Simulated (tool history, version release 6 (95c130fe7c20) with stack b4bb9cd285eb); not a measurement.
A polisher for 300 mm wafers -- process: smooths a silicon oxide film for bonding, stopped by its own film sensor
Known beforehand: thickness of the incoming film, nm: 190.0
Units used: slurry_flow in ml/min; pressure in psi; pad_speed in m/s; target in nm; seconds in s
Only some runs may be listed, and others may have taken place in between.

{"run": 1, "hour": 0.0, "slurry_flow": 125, "pressure": 1.5, "pad_speed": 1.14, "slurry_solids": 1, "target": 168, "seconds": 41.933}
{"run": 2, "hour": 1.5, "slurry_flow": 120, "pressure": 1.4, "pad_speed": 1.1, "slurry_solids": 1, "target": 168, "seconds": 46.435}
{"run": 3, "hour": 8.6, "slurry_flow": 120, "pressure": 1.3, "pad_speed": 1.06, "slurry_solids": 1, "target": 168, "seconds": 50.305}
{"run": 4, "hour": 15.0, "slurry_flow": 120, "pressure": 1.2, "pad_speed": 1.02, "slurry_solids": 1, "target": 168, "seconds": 56.234}
{"run": 5, "hour": 17.3, "slurry_flow": 120, "pressure": 1.1, "pad_speed": 1, "slurry_solids": 1, "target": 168, "seconds": 62.362}
{"run": 6, "hour": 21.6, "slurry_flow": 120, "pressure": 0.9, "pad_speed": 1, "slurry_solids": 1, "target": 168, "seconds": 72.955}
{"run": 7, "hour": 29.3, "slurry_flow": 120, "pressure": 0.9, "pad_speed": 0.98, "slurry_solids": 1, "target": 168, "seconds": 73.579}

Predict the results of run 8:
{"run": 8, "hour": 30.1, "slurry_flow": 100, "pressure": 0.7, "pad_speed": 0.88, "slurry_solids": 1, "target": 168, "seconds": "?"}

Run 8 produced seconds 100.28 s.

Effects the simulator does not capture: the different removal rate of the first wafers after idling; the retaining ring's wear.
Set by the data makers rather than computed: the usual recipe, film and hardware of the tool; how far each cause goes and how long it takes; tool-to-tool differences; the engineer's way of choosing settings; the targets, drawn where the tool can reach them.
